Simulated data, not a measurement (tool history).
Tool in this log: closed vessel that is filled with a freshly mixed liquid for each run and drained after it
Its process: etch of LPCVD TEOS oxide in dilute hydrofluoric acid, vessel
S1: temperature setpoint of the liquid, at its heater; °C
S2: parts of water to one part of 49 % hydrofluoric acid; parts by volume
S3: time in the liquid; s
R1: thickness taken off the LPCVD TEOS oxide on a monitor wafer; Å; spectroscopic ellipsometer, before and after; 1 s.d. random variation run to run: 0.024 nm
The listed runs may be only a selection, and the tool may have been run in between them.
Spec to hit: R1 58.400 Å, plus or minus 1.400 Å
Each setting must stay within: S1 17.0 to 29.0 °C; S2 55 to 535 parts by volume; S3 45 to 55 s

run,day,S1,S2,S3,R1
1,0.000,21.0,295,55,24.562
2,0.196,21.0,295,45,20.220
3,0.525,21.0,330,45,17.435
4,0.671,22.5,290,45,21.653
5,0.717,22.5,290,45,21.750
6,1.017,22.5,290,55,26.443
7,1.154,24.0,265,55,31.422
8,1.225,28.0,145,55,75.670
9,1.321,27.0,145,55,73.582
10,1.442,23.0,150,55,60.092

Exactly one of the 4 candidate moves below puts every result within its allowed miss. Which one?
A,1.562,20.5,125,50,?
B,1.562,24.0,160,55,?
C,1.562,21.0,150,55,?
D,1.562,22.0,160,55,?

move,R1
A,61.215
B,58.027
C,55.721
D,53.742
A: the biggest miss grows against the last run
B: hits every target within its allowed miss
C: carries the result that was furthest off beyond its target, to the other side
D: carries the result that was furthest off beyond its target, to the other side
The right move is B.
